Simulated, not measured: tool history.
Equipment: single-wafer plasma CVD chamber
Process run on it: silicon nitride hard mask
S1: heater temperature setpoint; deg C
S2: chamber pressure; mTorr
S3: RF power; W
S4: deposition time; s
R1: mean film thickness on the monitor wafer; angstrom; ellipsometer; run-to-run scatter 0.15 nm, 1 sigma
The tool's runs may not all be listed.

run 1 hour=0.0 | S1=380 S2=1400 S3=365 S4=27.8 | R1=386.54
run 2 hour=2.8 | S1=380 S2=1400 S3=385 S4=27.8 | R1=402.15
run 3 hour=9.1 | S1=380 S2=1220 S3=385 S4=27.8 | R1=382.27
run 4 hour=11.0 | S1=380 S2=1080 S3=385 S4=27.8 | R1=364.28
run 5 hour=19.5 | S1=380 S2=1320 S3=390 S4=27.8 | R1=395.20
run 6 hour=21.2 | S1=380 S2=1490 S3=395 S4=27.8 | R1=416.91
run 7 hour=29.2 | S1=380 S2=1620 S3=400 S4=27.8 | R1=431.72
run 8 hour=37.4 | S1=380 S2=1710 S3=405 S4=27.8 | R1=443.56
run 9 hour=44.2 | S1=380 S2=1780 S3=410 S4=27.8 | R1=451.51
run 10 hour=48.5 | S1=380 S2=1830 S3=415 S4=27.8 | R1=461.07
run 11 hour=56.5 | S1=380 S2=1860 S3=420 S4=27.8 | R1=466.19

Estimate the outcome of run 12 from the log above:
run 12 hour=59.4 | S1=380 S2=1890 S3=425 S4=27.8 | R1=?

Run 12 yielded R1 469.54 angstrom.
